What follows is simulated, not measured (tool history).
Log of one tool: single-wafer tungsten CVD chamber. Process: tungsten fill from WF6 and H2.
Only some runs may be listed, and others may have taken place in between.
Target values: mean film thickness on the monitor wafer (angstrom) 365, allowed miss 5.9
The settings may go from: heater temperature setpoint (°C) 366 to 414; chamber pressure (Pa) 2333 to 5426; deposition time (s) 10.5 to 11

run,day,heater temperature setpoint (°C),chamber pressure (Pa),deposition time (s),mean film thickness on the monitor wafer (angstrom)
1,0,390,3880,11,241.09
2,0.271,393,3880,11,258.44
3,0.354,393,4346,11,271.86
4,0.542,395,4346,11,282.97
5,0.712,395,3786,11,266.57
6,1,395,3360,11,256.79
7,1.029,397,3360,11,266.34
8,1.217,399,3360,11,277.67
9,1.338,411,3400,11,355.3

Which single option among these 4 for the next run brings every result within its allowed miss of target? Just one does.
A,1.458,409,3600,11,?
B,1.458,408,3866,10.5,?
C,1.458,408,4413,10.8,?
D,1.458,412,3240,10.8,?

move,mean film thickness on the monitor wafer (angstrom)
A,348.41
B,335.86
C,364.43
D,346.81
A: further off than the last run
B: further off than the last run
C: every result within its allowed miss
D: further off than the last run
C is the move that brings every result within its allowed miss.

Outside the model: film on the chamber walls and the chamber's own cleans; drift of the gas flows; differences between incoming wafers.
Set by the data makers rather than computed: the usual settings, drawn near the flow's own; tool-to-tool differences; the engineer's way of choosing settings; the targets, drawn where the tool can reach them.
